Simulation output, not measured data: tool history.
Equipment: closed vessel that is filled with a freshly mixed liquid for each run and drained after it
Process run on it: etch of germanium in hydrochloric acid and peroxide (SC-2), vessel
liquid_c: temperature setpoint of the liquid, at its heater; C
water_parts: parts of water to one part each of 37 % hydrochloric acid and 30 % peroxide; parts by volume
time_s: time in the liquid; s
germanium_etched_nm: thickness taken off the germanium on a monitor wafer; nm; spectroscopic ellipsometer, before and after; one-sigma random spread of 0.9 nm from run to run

run  hour  liquid_c  water_parts  time_s  germanium_etched_nm
  1     0        45          5.5     100               133.33
  2   3.4        45            7     100                133.7
  3  10.3        44            7     100                130.1
  4  11.5        44            7     100               128.04
  5  15.1        44          5.5     100               128.75
  6  21.8        41          5.5     100               119.23

For run 7, what comes out?
  7  25.2        35          5.5     100                    ?

Logged for run 7: germanium_etched_nm 95.301 nm.
